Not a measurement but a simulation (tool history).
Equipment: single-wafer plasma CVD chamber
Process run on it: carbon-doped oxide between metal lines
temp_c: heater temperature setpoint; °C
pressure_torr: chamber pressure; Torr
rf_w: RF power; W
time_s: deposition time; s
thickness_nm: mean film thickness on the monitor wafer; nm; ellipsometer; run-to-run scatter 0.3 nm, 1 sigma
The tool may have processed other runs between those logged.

{"run": 1, "hour": 0.0, "temp_c": 345, "pressure_torr": 6.17, "rf_w": 580, "time_s": 12.9, "thickness_nm": 74.88}
{"run": 2, "hour": 9.0, "temp_c": 349, "pressure_torr": 5.86, "rf_w": 540, "time_s": 12.8, "thickness_nm": 69.204}
{"run": 3, "hour": 12.5, "temp_c": 349, "pressure_torr": 6.8, "rf_w": 540, "time_s": 12.8, "thickness_nm": 70.611}
{"run": 4, "hour": 14.0, "temp_c": 349, "pressure_torr": 5.77, "rf_w": 540, "time_s": 12.8, "thickness_nm": 69.604}
{"run": 5, "hour": 16.0, "temp_c": 349, "pressure_torr": 5.77, "rf_w": 590, "time_s": 12.8, "thickness_nm": 73.049}
{"run": 6, "hour": 21.9, "temp_c": 354, "pressure_torr": 5.45, "rf_w": 565, "time_s": 12.8, "thickness_nm": 69.417}

Run 7, settings as shown, results not yet in. Your forecast:
{"run": 7, "hour": 26.6, "temp_c": 357, "pressure_torr": 5.2, "rf_w": 545, "time_s": 12.8, "thickness_nm": "?"}

thickness_nm: 67.173 nm
